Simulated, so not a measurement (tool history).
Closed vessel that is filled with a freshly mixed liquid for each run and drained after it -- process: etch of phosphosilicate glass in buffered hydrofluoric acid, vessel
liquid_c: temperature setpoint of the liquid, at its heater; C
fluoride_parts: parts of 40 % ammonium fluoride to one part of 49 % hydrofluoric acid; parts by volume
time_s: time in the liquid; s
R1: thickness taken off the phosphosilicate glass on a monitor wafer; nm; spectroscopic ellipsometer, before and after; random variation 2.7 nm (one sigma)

{"run": 1, "day": 0.0, "liquid_c": 20, "fluoride_parts": 14, "time_s": 105, "R1": 492.9}
{"run": 2, "day": 0.283, "liquid_c": 19.5, "fluoride_parts": 14, "time_s": 105, "R1": 483}
{"run": 3, "day": 0.575, "liquid_c": 19.5, "fluoride_parts": 17.5, "time_s": 105, "R1": 385.11}
{"run": 4, "day": 0.671, "liquid_c": 19.5, "fluoride_parts": 17.5, "time_s": 110, "R1": 404.41}
{"run": 5, "day": 0.808, "liquid_c": 20, "fluoride_parts": 17.5, "time_s": 110, "R1": 414.54}
{"run": 6, "day": 0.883, "liquid_c": 20, "fluoride_parts": 15, "time_s": 110, "R1": 482.88}

Run 7 is up next; what results do you expect?
{"run": 7, "day": 0.971, "liquid_c": 19.5, "fluoride_parts": 15, "time_s": 110, "R1": "?"}

R1: 471.14 nm

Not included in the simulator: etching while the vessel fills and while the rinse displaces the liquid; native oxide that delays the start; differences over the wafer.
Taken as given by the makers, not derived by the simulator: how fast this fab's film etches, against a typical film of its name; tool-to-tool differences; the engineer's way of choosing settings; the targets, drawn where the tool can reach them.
